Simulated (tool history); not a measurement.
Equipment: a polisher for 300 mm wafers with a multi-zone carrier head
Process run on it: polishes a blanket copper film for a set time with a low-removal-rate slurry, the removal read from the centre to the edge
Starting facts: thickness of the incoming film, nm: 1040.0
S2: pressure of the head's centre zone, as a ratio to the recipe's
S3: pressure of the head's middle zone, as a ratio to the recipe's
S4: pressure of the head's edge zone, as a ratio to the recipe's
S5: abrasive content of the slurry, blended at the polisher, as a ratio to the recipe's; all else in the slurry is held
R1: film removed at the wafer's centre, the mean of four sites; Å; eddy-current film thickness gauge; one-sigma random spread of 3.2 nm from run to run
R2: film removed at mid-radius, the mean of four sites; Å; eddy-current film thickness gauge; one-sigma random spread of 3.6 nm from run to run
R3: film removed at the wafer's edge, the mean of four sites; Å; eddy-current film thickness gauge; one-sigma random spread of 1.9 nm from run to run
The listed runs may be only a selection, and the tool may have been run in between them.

{"run": 1, "hour": 0.0, "flow of slurry (ml/min)": 155, "S2": 1.0, "S3": 1.0, "S4": 1.0, "S5": 1.0, "polishing time (s)": 54, "R1": 1789.2, "R2": 1868.6, "R3": 1802.6}
{"run": 2, "hour": 6.4, "flow of slurry (ml/min)": 165, "S2": 1.02, "S3": 1.02, "S4": 1.02, "S5": 1.1, "polishing time (s)": 55, "R1": 1904.9, "R2": 1933.7, "R3": 1873.9}
{"run": 3, "hour": 14.7, "flow of slurry (ml/min)": 170, "S2": 1.03, "S3": 1.04, "S4": 1.03, "S5": 1.15, "polishing time (s)": 57, "R1": 2066.9, "R2": 2107.6, "R3": 2016.8}
{"run": 4, "hour": 23.0, "flow of slurry (ml/min)": 170, "S2": 1.03, "S3": 1.04, "S4": 1.0, "S5": 1.15, "polishing time (s)": 57, "R1": 2010.6, "R2": 2058.9, "R3": 1955.9}
{"run": 5, "hour": 30.1, "flow of slurry (ml/min)": 175, "S2": 1.04, "S3": 1.06, "S4": 1.03, "S5": 1.2, "polishing time (s)": 58, "R1": 2058.9, "R2": 2210.2, "R3": 2043.8}
{"run": 6, "hour": 34.9, "flow of slurry (ml/min)": 180, "S2": 1.06, "S3": 1.06, "S4": 1.05, "S5": 1.25, "polishing time (s)": 59, "R1": 2195.1, "R2": 2236.5, "R3": 2123.6}
{"run": 7, "hour": 40.7, "flow of slurry (ml/min)": 185, "S2": 1.07, "S3": 1.07, "S4": 1.06, "S5": 1.3, "polishing time (s)": 60, "R1": 2233.5, "R2": 2339.9, "R3": 2194.2}

Forecast run 8:
{"run": 8, "hour": 42.0, "flow of slurry (ml/min)": 185, "S2": 1.07, "S3": 1.07, "S4": 1.06, "S5": 1.3, "polishing time (s)": 60, "R1": "?", "R2": "?", "R3": "?"}

Run 8 gave R1 2308.2 Å, R2 2327.2 Å, R3 2181.4 Å.

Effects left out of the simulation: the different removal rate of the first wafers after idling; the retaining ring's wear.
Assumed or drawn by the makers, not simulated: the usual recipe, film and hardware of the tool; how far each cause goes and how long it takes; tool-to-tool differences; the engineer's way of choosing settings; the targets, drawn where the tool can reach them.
